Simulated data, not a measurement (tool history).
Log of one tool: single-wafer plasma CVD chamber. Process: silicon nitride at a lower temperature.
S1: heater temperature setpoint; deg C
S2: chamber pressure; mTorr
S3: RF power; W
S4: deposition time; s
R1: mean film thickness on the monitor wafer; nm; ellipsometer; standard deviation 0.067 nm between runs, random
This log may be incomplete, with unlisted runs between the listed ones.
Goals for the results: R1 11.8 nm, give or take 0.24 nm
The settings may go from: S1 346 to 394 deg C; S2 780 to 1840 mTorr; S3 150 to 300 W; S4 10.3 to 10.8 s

{"run": 1, "day": 0.0, "S1": 370, "S2": 1310, "S3": 225, "S4": 10.8, "R1": 10.626}
{"run": 2, "day": 0.212, "S1": 370, "S2": 1310, "S3": 225, "S4": 10.8, "R1": 10.796}
{"run": 3, "day": 0.254, "S1": 370, "S2": 1310, "S3": 205, "S4": 10.8, "R1": 10.074}
{"run": 4, "day": 0.604, "S1": 370, "S2": 1310, "S3": 205, "S4": 10.8, "R1": 10.103}
{"run": 5, "day": 0.758, "S1": 370, "S2": 1510, "S3": 205, "S4": 10.8, "R1": 10.507}
{"run": 6, "day": 0.954, "S1": 370, "S2": 1540, "S3": 205, "S4": 10.8, "R1": 10.533}
{"run": 7, "day": 1.004, "S1": 370, "S2": 1570, "S3": 210, "S4": 10.8, "R1": 10.722}
{"run": 8, "day": 1.258, "S1": 370, "S2": 1590, "S3": 210, "S4": 10.8, "R1": 10.658}
{"run": 9, "day": 1.621, "S1": 370, "S2": 1610, "S3": 215, "S4": 10.8, "R1": 10.945}
{"run": 10, "day": 1.892, "S1": 370, "S2": 1630, "S3": 215, "S4": 10.8, "R1": 11.01}
{"run": 11, "day": 2.088, "S1": 370, "S2": 1650, "S3": 215, "S4": 10.8, "R1": 10.94}
{"run": 12, "day": 2.412, "S1": 370, "S2": 1660, "S3": 220, "S4": 10.8, "R1": 11.244}

Which one of the following 4 next-run settings gets every result inside its allowed miss? There is exactly one.
{"run": "A", "day": 2.738, "S1": 369, "S2": 1720, "S3": 235, "S4": 10.8, "R1": "?"}
{"run": "B", "day": 2.738, "S1": 375, "S2": 1570, "S3": 215, "S4": 10.5, "R1": "?"}
{"run": "C", "day": 2.738, "S1": 377, "S2": 1750, "S3": 225, "S4": 10.8, "R1": "?"}
{"run": "D", "day": 2.738, "S1": 369, "S2": 1730, "S3": 230, "S4": 10.6, "R1": "?"}

move=A R1=11.753
move=B R1=10.568
move=C R1=11.466
move=D R1=11.406
A: every result lands within tolerance
B: lands further from the targets than the last run did
C: nearer than the last run, and not there yet
D: nearer than the last run, and not there yet
Answer: A

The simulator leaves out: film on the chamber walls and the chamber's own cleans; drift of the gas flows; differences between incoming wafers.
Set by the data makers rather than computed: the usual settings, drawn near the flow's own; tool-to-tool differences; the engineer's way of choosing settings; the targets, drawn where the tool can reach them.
